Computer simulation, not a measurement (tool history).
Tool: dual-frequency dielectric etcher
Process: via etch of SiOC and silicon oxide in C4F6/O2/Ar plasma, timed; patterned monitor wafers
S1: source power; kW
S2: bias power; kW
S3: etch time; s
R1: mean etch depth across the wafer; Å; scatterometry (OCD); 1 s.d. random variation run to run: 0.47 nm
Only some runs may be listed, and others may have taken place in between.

run,hour,S1,S2,S3,R1
1,0,0.3,0.232,73.5,885.65
2,6.5,0.26,0.222,73.5,822.37
3,15,0.24,0.218,73.5,789.63
4,16.2,0.23,0.216,73.5,772.98
5,17.5,0.28,0.216,73.5,844.24
6,22.7,0.26,0.212,73.5,806.73

What does the tool deliver on the next run?
7,25.7,0.24,0.21,73.5,?

Run 7 yielded R1 778.7 Å.
